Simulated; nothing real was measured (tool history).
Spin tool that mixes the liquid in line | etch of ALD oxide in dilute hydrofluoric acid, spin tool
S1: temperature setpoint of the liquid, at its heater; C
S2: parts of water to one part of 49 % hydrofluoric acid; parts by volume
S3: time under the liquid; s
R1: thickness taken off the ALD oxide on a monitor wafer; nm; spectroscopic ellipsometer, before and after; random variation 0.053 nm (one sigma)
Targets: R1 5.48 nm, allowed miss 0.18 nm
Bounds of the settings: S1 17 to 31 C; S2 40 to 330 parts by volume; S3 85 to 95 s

{"run": 1, "hour": 0.0, "S1": 23, "S2": 185, "S3": 85, "R1": 8.0854}
{"run": 2, "hour": 8.7, "S1": 21.5, "S2": 185, "S3": 85, "R1": 7.5262}
{"run": 3, "hour": 11.3, "S1": 21.5, "S2": 185, "S3": 85, "R1": 7.5134}
{"run": 4, "hour": 14.7, "S1": 21.5, "S2": 185, "S3": 95, "R1": 8.2644}
{"run": 5, "hour": 18.0, "S1": 21.5, "S2": 165, "S3": 95, "R1": 9.6924}
{"run": 6, "hour": 21.7, "S1": 24.5, "S2": 165, "S3": 95, "R1": 10.772}
{"run": 7, "hour": 29.2, "S1": 23.5, "S2": 175, "S3": 95, "R1": 9.5456}
{"run": 8, "hour": 35.2, "S1": 23, "S2": 185, "S3": 95, "R1": 8.8671}
{"run": 9, "hour": 42.1, "S1": 22.5, "S2": 190, "S3": 95, "R1": 8.5874}
{"run": 10, "hour": 50.7, "S1": 22, "S2": 195, "S3": 95, "R1": 8.1521}

5 next moves are on the table. One of them brings every result within its allowed miss. Which?
{"run": "A", "hour": 59.3, "S1": 19.5, "S2": 245, "S3": 85, "R1": "?"}
{"run": "B", "hour": 59.3, "S1": 21.5, "S2": 240, "S3": 85, "R1": "?"}
{"run": "C", "hour": 59.3, "S1": 23, "S2": 145, "S3": 95, "R1": "?"}
{"run": "D", "hour": 59.3, "S1": 21.5, "S2": 145, "S3": 95, "R1": "?"}
{"run": "E", "hour": 59.3, "S1": 21, "S2": 255, "S3": 85, "R1": "?"}

move=A R1=5.0402
move=B R1=5.572
move=C R1=12.049
move=D R1=11.363
move=E R1=5.0742
A: takes the result that was furthest off past its target
B: meets every target
C: further off than the last run
D: further off than the last run
E: takes the result that was furthest off past its target
The right move is B.
